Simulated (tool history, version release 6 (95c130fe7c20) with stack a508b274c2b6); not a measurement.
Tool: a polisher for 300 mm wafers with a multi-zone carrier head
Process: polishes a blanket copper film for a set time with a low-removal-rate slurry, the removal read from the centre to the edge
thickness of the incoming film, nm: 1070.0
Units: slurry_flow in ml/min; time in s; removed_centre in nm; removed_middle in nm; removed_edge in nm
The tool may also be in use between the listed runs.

run 1 hour=0 | slurry_flow=165 centre_zone=1 middle_zone=1 edge_zone=1 slurry_solids=1 time=67 | removed_centre=158.11 removed_middle=157.4 removed_edge=160.53
run 2 hour=4.3 | slurry_flow=165 centre_zone=1 middle_zone=1 edge_zone=1 slurry_solids=0.8 time=67 | removed_centre=150.53 removed_middle=148.78 removed_edge=148.63
run 3 hour=11.4 | slurry_flow=165 centre_zone=1 middle_zone=0.91 edge_zone=1 slurry_solids=0.8 time=67 | removed_centre=150.91 removed_middle=142.37 removed_edge=152.07
run 4 hour=12.2 | slurry_flow=165 centre_zone=1.01 middle_zone=0.92 edge_zone=0.98 slurry_solids=0.75 time=65 | removed_centre=145.74 removed_middle=136.99 removed_edge=142.89
run 5 hour=12.8 | slurry_flow=165 centre_zone=1.05 middle_zone=0.92 edge_zone=0.98 slurry_solids=0.75 time=65 | removed_centre=157.32 removed_middle=138.97 removed_edge=142.35
run 6 hour=19.1 | slurry_flow=145 centre_zone=1.05 middle_zone=0.92 edge_zone=0.98 slurry_solids=0.75 time=65 | removed_centre=145.35 removed_middle=135.88 removed_edge=137
run 7 hour=21.8 | slurry_flow=145 centre_zone=1.05 middle_zone=0.92 edge_zone=0.97 slurry_solids=0.7 time=63 | removed_centre=140.65 removed_middle=131.43 removed_edge=136.81
run 8 hour=26 | slurry_flow=150 centre_zone=1.06 middle_zone=0.94 edge_zone=0.96 slurry_solids=0.7 time=60 | removed_centre=137.32 removed_middle=128.65 removed_edge=125.51
run 9 hour=34 | slurry_flow=150 centre_zone=1.06 middle_zone=0.94 edge_zone=0.95 slurry_solids=0.65 time=59 | removed_centre=136.1 removed_middle=120.62 removed_edge=121.99
run 10 hour=37.9 | slurry_flow=145 centre_zone=1.06 middle_zone=0.96 edge_zone=0.94 slurry_solids=0.65 time=58 | removed_centre=130.03 removed_middle=121.2 removed_edge=117.76
run 11 hour=40.1 | slurry_flow=145 centre_zone=1.06 middle_zone=0.96 edge_zone=0.93 slurry_solids=0.65 time=57 | removed_centre=128.93 removed_middle=118.76 removed_edge=118.29
run 12 hour=48.8 | slurry_flow=145 centre_zone=1.11 middle_zone=1.05 edge_zone=0.87 slurry_solids=0.5 time=46 | removed_centre=103.43 removed_middle=94.301 removed_edge=87.431
run 13 hour=52.2 | slurry_flow=150 centre_zone=1.11 middle_zone=1.05 edge_zone=0.88 slurry_solids=0.55 time=46 | removed_centre=106.14 removed_middle=99.658 removed_edge=90.492
run 14 hour=52.9 | slurry_flow=150 centre_zone=1.11 middle_zone=1.05 edge_zone=0.88 slurry_solids=0.55 time=46 | removed_centre=106.95 removed_middle=97.3 removed_edge=91.149
run 15 hour=57.9 | slurry_flow=155 centre_zone=1.11 middle_zone=1.06 edge_zone=0.88 slurry_solids=0.55 time=46 | removed_centre=109.44 removed_middle=99.127 removed_edge=91.325
run 16 hour=65.2 | slurry_flow=155 centre_zone=1.11 middle_zone=1.06 edge_zone=0.89 slurry_solids=0.55 time=46 | removed_centre=108.69 removed_middle=100.79 removed_edge=90.491
run 17 hour=67.7 | slurry_flow=155 centre_zone=1.11 middle_zone=1.05 edge_zone=0.9 slurry_solids=0.55 time=46 | removed_centre=106.26 removed_middle=100.18 removed_edge=92.595

The next listed run, before its measurement:
run 18 hour=69.1 | slurry_flow=160 centre_zone=1.11 middle_zone=1.05 edge_zone=0.9 slurry_solids=0.55 time=46 | removed_centre=? removed_middle=? removed_edge=?

removed_centre: 106.84 nm
removed_middle: 100.46 nm
removed_edge: 91.142 nm

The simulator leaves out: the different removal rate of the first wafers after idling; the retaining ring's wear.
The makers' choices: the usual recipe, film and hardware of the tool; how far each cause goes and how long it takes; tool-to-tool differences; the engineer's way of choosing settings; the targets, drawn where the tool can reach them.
